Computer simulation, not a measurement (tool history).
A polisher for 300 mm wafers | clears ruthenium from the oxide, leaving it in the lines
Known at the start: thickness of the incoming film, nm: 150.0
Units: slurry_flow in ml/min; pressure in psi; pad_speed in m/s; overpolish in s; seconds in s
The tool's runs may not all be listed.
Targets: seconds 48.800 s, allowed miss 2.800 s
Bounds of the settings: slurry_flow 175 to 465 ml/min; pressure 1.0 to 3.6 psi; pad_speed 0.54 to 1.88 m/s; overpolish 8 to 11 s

Run 1, hour 0.0: slurry_flow 295 ml/min, pressure 2.3 psi, pad_speed 1.20 m/s, overpolish 11 s. Result: seconds 95.643 s.
Run 2, hour 7.3: slurry_flow 295 ml/min, pressure 2.5 psi, pad_speed 1.24 m/s, overpolish 11 s. Result: seconds 88.365 s.
Run 3, hour 12.9: slurry_flow 295 ml/min, pressure 2.5 psi, pad_speed 1.44 m/s, overpolish 11 s. Result: seconds 76.949 s.
Run 4, hour 14.5: slurry_flow 295 ml/min, pressure 2.7 psi, pad_speed 1.46 m/s, overpolish 11 s. Result: seconds 71.586 s.
At hour 19.6: worn pad replaced by a new one.
Run 5, hour 19.6: slurry_flow 270 ml/min, pressure 2.7 psi, pad_speed 1.46 m/s, overpolish 11 s. Result: seconds 66.328 s.
Run 6, hour 25.9: slurry_flow 270 ml/min, pressure 2.2 psi, pad_speed 1.46 m/s, overpolish 11 s. Result: seconds 76.595 s.
Run 7, hour 26.9: slurry_flow 260 ml/min, pressure 2.4 psi, pad_speed 1.48 m/s, overpolish 11 s. Result: seconds 71.802 s.
Run 8, hour 32.2: slurry_flow 270 ml/min, pressure 3.0 psi, pad_speed 1.56 m/s, overpolish 11 s. Result: seconds 56.333 s.

5 next moves are on the table. One of them brings every result within its allowed miss. Which?
Run A, hour 37.5: slurry_flow 180 ml/min, pressure 3.3 psi, pad_speed 1.60 m/s, overpolish 11 s. Result: seconds ?.
Run B, hour 37.5: slurry_flow 235 ml/min, pressure 3.0 psi, pad_speed 1.88 m/s, overpolish 11 s. Result: seconds ?.
Run C, hour 37.5: slurry_flow 365 ml/min, pressure 2.6 psi, pad_speed 1.40 m/s, overpolish 11 s. Result: seconds ?.
Run D, hour 37.5: slurry_flow 295 ml/min, pressure 3.2 psi, pad_speed 1.20 m/s, overpolish 8 s. Result: seconds ?.
Run E, hour 37.5: slurry_flow 255 ml/min, pressure 3.3 psi, pad_speed 1.54 m/s, overpolish 8 s. Result: seconds ?.

move  seconds
   A   56.415
   B   50.723
   C   69.610
   D   68.734
   E   55.358
A: as far off as the last run
B: meets every target
C: further off than the last run
D: further off than the last run
E: nearer than the last run, and not there yet
The right move is B.
